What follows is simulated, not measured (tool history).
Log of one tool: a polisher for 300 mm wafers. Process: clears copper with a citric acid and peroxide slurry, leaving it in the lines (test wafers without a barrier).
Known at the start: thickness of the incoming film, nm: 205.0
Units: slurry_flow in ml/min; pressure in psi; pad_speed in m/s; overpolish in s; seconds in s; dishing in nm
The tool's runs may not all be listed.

run,day,slurry_flow,pressure,pad_speed,slurry_solids,overpolish,seconds,dishing
1,0.000,210,3.9,0.88,1.0,28,86.674,54.526
2,0.208,240,3.9,0.88,1.0,28,86.881,55.755
3,0.512,240,3.4,0.82,1.0,31,105.250,51.440
4,0.767,240,3.0,0.78,1.0,34,121.960,46.013
5,0.892,240,3.0,0.78,1.0,42,122.950,55.099
6,1.138,240,2.5,0.78,1.0,42,145.520,47.784
7,1.217,235,2.3,0.78,1.0,44,160.070,47.854
8,1.512,220,2.2,0.78,1.0,44,167.840,44.941
9,1.692,205,2.2,0.78,1.0,45,166.670,44.640

Forecast run 10:
10,1.992,195,2.1,0.78,1.0,46,?,?

{"run 10": {"seconds": 173.61, "dishing": 45.272}}
